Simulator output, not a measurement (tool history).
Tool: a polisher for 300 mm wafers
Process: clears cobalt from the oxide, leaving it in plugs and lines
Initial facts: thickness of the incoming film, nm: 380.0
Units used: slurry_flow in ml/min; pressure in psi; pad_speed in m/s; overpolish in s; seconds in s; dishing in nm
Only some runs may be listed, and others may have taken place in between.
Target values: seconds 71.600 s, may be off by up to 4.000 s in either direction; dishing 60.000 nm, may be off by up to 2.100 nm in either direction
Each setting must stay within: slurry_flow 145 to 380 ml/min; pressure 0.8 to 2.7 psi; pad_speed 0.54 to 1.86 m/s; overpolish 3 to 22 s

run,day,slurry_flow,pressure,pad_speed,overpolish,seconds,dishing
1,0.000,245,1.7,1.18,11,75.737,41.861
2,0.050,245,1.9,1.18,11,68.710,45.026
3,0.425,245,1.9,1.18,12,66.386,47.915
4,0.583,245,1.6,1.18,12,80.056,42.279
5,0.688,245,1.9,1.18,12,66.461,47.703
6,0.904,245,1.9,1.18,10,67.420,41.949
7,1.150,245,1.8,1.20,12,70.418,46.936
8,1.512,245,1.8,1.22,13,68.416,48.538
9,1.571,245,1.8,1.20,15,66.989,54.276
10,1.933,245,1.7,1.20,16,74.018,54.031

Which single option among these 5 for the next run brings every result within its allowed miss of target? Just one does.
A,2.296,200,1.9,1.04,14,?,?
B,2.296,205,1.5,1.38,13,?,?
C,2.296,335,1.7,1.20,16,?,?
D,2.296,245,2.1,1.00,18,?,?
E,2.296,260,1.9,1.12,16,?,?

move,seconds,dishing
A,78.871,47.812
B,74.303,47.312
C,73.551,54.900
D,73.633,59.109
E,72.133,55.587
A: further off than the last run
B: further off than the last run
C: better than the last run, though not everything is in spec
D: all results land within tolerance of their targets
E: better than the last run, though not everything is in spec
Answer: D
